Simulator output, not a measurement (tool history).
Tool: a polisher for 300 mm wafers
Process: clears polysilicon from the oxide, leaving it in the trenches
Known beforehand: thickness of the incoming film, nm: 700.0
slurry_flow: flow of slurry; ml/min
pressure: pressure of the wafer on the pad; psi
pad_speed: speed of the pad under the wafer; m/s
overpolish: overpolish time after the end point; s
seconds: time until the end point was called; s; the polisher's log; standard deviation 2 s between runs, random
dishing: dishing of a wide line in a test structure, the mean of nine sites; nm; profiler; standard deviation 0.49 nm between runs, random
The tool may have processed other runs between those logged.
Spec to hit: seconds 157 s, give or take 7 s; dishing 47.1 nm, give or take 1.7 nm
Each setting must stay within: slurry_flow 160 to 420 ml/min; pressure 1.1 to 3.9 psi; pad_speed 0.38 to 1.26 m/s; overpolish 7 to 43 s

{"run": 1, "day": 0.0, "slurry_flow": 270, "pressure": 2.5, "pad_speed": 0.82, "overpolish": 22, "seconds": 66.804, "dishing": 55.937}
{"run": 2, "day": 0.267, "slurry_flow": 270, "pressure": 2.1, "pad_speed": 0.76, "overpolish": 18, "seconds": 81.888, "dishing": 52.688}
{"run": 3, "day": 0.625, "slurry_flow": 270, "pressure": 2.1, "pad_speed": 0.88, "overpolish": 18, "seconds": 68.448, "dishing": 53.859}
{"run": 4, "day": 0.721, "slurry_flow": 265, "pressure": 1.8, "pad_speed": 0.78, "overpolish": 17, "seconds": 86.87, "dishing": 51.448}
{"run": 5, "day": 0.842, "slurry_flow": 265, "pressure": 1.4, "pad_speed": 0.78, "overpolish": 17, "seconds": 108.63, "dishing": 47.626}
{"run": 6, "day": 1.029, "slurry_flow": 265, "pressure": 1.4, "pad_speed": 0.72, "overpolish": 20, "seconds": 119.26, "dishing": 49.921}
{"run": 7, "day": 1.179, "slurry_flow": 265, "pressure": 1.3, "pad_speed": 0.68, "overpolish": 19, "seconds": 130.38, "dishing": 46.94}
{"run": 8, "day": 1.262, "slurry_flow": 265, "pressure": 1.2, "pad_speed": 0.66, "overpolish": 21, "seconds": 140.22, "dishing": 47.483}
{"run": 9, "day": 1.342, "slurry_flow": 265, "pressure": 1.2, "pad_speed": 0.64, "overpolish": 22, "seconds": 145.29, "dishing": 47.151}
{"run": 10, "day": 1.542, "slurry_flow": 265, "pressure": 1.2, "pad_speed": 0.64, "overpolish": 23, "seconds": 145.35, "dishing": 47.968}

Which single option among these 4 for the next run brings every result within its allowed miss of target? Just one does.
{"run": "A", "day": 1.742, "slurry_flow": 260, "pressure": 1.4, "pad_speed": 0.58, "overpolish": 31, "seconds": "?", "dishing": "?"}
{"run": "B", "day": 1.742, "slurry_flow": 250, "pressure": 1.5, "pad_speed": 0.5, "overpolish": 28, "seconds": "?", "dishing": "?"}
{"run": "C", "day": 1.742, "slurry_flow": 295, "pressure": 1.1, "pad_speed": 0.62, "overpolish": 24, "seconds": "?", "dishing": "?"}
{"run": "D", "day": 1.742, "slurry_flow": 235, "pressure": 1.4, "pad_speed": 0.48, "overpolish": 39, "seconds": "?", "dishing": "?"}

move=A seconds=145.05 dishing=52.451
move=B seconds=159.79 dishing=50.014
move=C seconds=158.4 dishing=47.818
move=D seconds=175.88 dishing=52.829
A: lands further from the targets than the last run did
B: the worst result of the last run now meets its target, but another is out of spec
C: each result inside its tolerance
D: pushes the last run's worst result past its target
C is the move that brings every result within its allowed miss.
